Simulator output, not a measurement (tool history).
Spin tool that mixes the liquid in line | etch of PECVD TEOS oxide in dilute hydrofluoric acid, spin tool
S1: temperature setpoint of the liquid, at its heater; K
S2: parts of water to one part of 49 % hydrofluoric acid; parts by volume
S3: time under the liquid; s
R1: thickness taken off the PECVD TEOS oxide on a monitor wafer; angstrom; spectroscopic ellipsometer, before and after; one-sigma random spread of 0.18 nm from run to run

| run | hour | S1 | S2 | S3 | R1 |
|---|---|---|---|---|---|
| 1 | 0 | 296.15 | 210 | 265 | 153.72 |
| 2 | 0.6 | 297.15 | 195 | 265 | 172.91 |
| 3 | 6.2 | 298.15 | 180 | 265 | 198.44 |
| 4 | 11.9 | 295.15 | 180 | 265 | 177.18 |
| 5 | 12.5 | 296.15 | 170 | 265 | 197.47 |
| 6 | 15.2 | 294.65 | 170 | 265 | 186.78 |
| 7 | 21.6 | 295.65 | 160 | 265 | 208.44 |
| 8 | 22.3 | 295.65 | 160 | 265 | 207.42 |
| 9 | 29 | 296.65 | 150 | 265 | 234.72 |
| 10 | 32.7 | 297.65 | 145 | 265 | 250.82 |
| 11 | 41.3 | 298.65 | 140 | 265 | 273.75 |
| 12 | 43.8 | 299.15 | 135 | 265 | 287.71 |
| 13 | 49.6 | 299.65 | 135 | 265 | 294.21 |
| 14 | 53.3 | 300.15 | 135 | 265 | 299.84 |
| 15 | 55.7 | 300.65 | 130 | 265 | 322.73 |
| 16 | 60.4 | 301.15 | 130 | 265 | 325.41 |
| 17 | 66.5 | 301.65 | 130 | 265 | 329.65 |
| 18 | 73.3 | 302.15 | 130 | 265 | 336.71 |

Estimate the outcome of run 19 from the log above:
| 19 | 78.9 | 302.65 | 130 | 265 | ? |

R1: 345.34 angstrom
